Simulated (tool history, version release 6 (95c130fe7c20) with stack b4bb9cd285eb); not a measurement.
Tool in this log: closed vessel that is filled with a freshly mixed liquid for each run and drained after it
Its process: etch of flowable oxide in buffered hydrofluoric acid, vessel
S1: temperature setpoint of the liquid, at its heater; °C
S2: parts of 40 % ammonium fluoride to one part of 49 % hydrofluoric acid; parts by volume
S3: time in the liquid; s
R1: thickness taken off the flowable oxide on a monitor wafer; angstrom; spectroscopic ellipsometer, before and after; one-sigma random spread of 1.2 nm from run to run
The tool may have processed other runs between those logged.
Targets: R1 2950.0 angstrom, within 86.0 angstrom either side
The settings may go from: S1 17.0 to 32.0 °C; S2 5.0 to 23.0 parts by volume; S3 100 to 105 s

{"run": 1, "hour": 0.0, "S1": 24.0, "S2": 14.0, "S3": 100, "R1": 3502.4}
{"run": 2, "hour": 6.5, "S1": 24.0, "S2": 14.0, "S3": 105, "R1": 3659.9}
{"run": 3, "hour": 9.6, "S1": 24.0, "S2": 11.0, "S3": 105, "R1": 4662.6}
{"run": 4, "hour": 17.6, "S1": 24.0, "S2": 9.5, "S3": 105, "R1": 5429.0}
{"run": 5, "hour": 24.2, "S1": 25.5, "S2": 9.5, "S3": 105, "R1": 5791.3}
{"run": 6, "hour": 31.5, "S1": 23.5, "S2": 10.5, "S3": 105, "R1": 4726.3}
{"run": 7, "hour": 36.2, "S1": 22.0, "S2": 11.0, "S3": 105, "R1": 4180.4}
{"hour": 43.5, "done": "hydrofluoric acid flow meter replaced"}
{"run": 8, "hour": 43.5, "S1": 18.0, "S2": 12.5, "S3": 105, "R1": 3086.5}
{"run": 9, "hour": 47.8, "S1": 18.0, "S2": 12.5, "S3": 105, "R1": 3104.6}

Of the 4 settings listed for the next run, only one would bring every result within its allowed miss of target. Which one?
{"run": "A", "hour": 52.1, "S1": 17.0, "S2": 12.5, "S3": 105, "R1": "?"}
{"run": "B", "hour": 52.1, "S1": 18.5, "S2": 11.5, "S3": 100, "R1": "?"}
{"run": "C", "hour": 52.1, "S1": 17.0, "S2": 11.5, "S3": 105, "R1": "?"}
{"run": "D", "hour": 52.1, "S1": 17.0, "S2": 11.0, "S3": 105, "R1": "?"}

move=A R1=2917.6
move=B R1=3283.4
move=C R1=3165.7
move=D R1=3306.2
A: meets every target
B: further off than the last run
C: further off than the last run
D: further off than the last run
The right move is A.
